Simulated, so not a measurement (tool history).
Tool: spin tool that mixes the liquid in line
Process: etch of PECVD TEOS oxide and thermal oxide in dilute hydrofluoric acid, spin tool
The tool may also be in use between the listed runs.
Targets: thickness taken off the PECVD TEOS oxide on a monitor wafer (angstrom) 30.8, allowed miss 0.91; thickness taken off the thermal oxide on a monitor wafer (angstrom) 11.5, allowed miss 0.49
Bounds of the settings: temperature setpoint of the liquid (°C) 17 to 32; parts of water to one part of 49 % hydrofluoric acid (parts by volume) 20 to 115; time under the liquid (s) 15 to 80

run	day	temperature setpoint of the liquid (°C)	parts of water to one part of 49 % hydrofluoric acid (parts by volume)	time under the liquid (s)	thickness taken off the PECVD TEOS oxide on a monitor wafer (angstrom)	thickness taken off the thermal oxide on a monitor wafer (angstrom)
1	0	24	65	40	79.368	30.343
2	0.067	23	70	40	70.287	26.599
3	0.304	23	70	55	96.991	36.643
4	0.425	23	60	55	115.19	41.798
5	0.55	23	60	45	93.762	35.35
6	0.704	22	65	45	82.473	30.981
7	1.029	21.5	70	45	74.965	27.61
8	1.3	21.5	75	45	69.44	26.092
9	1.675	21	80	45	63.438	23.815
10	2	20.5	85	45	58.099	21.588
11	2.308	20	90	45	53.736	19.899
12	2.604	19.5	95	45	49.174	18.137
13	2.642	17	115	40	31.671	12.015
14	2.808	17.5	115	40	32.704	12.189
15	3.15	17	115	40	31.977	12.094
16	3.35	17.5	115	40	32.345	12.242
17	3.683	17	115	40	31.893	11.961
18	4.058	17	115	40	32.133	11.871
19	4.204	17.5	115	40	32.832	12.123
20	4.571	17	115	40	31.952	12.238
21	4.808	17.5	115	40	32.925	12.321
22	5.171	17	115	40	31.751	11.757
23	5.325	17.5	115	40	32.423	12.22
24	5.658	17	115	40	31.852	11.884
25	5.946	17.5	115	40	32.706	12.06
26	5.983	17	115	40	31.855	11.681
27	6.083	17	115	40	31.912	11.868
28	6.346	17.5	115	40	32.439	12.214
29	6.692	17	115	40	31.974	11.723

4 next moves are on the table. One of them brings every result within its allowed miss. Which?
A	7.038	21	115	35	?	?
B	7.038	18	115	40	?	?
C	7.038	17	105	35	?	?
D	7.038	21	100	30	?	?

move	thickness taken off the PECVD TEOS oxide on a monitor wafer (angstrom)	thickness taken off the thermal oxide on a monitor wafer (angstrom)
A	33.225	12.112
B	33.59	12.245
C	31.196	11.372
D	33.31	12.143
A: further off than the last run
B: further off than the last run
C: meets every target
D: further off than the last run
Answer: C
